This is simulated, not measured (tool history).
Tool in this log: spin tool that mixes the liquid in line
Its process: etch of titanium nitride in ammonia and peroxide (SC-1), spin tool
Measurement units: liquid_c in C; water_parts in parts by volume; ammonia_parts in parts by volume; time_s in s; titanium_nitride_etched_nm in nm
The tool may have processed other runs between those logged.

run    day  liquid_c  water_parts  ammonia_parts  time_s  titanium_nitride_etched_nm
  1  0.000        50          8.5           0.75     285                      17.426
  2  0.112        51          8.5           0.75     285                      18.620
  3  0.317        52          8.5           0.75     285                      19.880
  4  0.617        52          8.5           0.75     285                      19.737
  5  0.796        52          9.5           0.75     285                      18.761
  6  1.008        52          9.5           0.60     285                      18.148

Forecast run 7:
  7  1.167        53          9.5           0.60     285                           ?

{"run 7": {"titanium_nitride_etched_nm": 19.462}}

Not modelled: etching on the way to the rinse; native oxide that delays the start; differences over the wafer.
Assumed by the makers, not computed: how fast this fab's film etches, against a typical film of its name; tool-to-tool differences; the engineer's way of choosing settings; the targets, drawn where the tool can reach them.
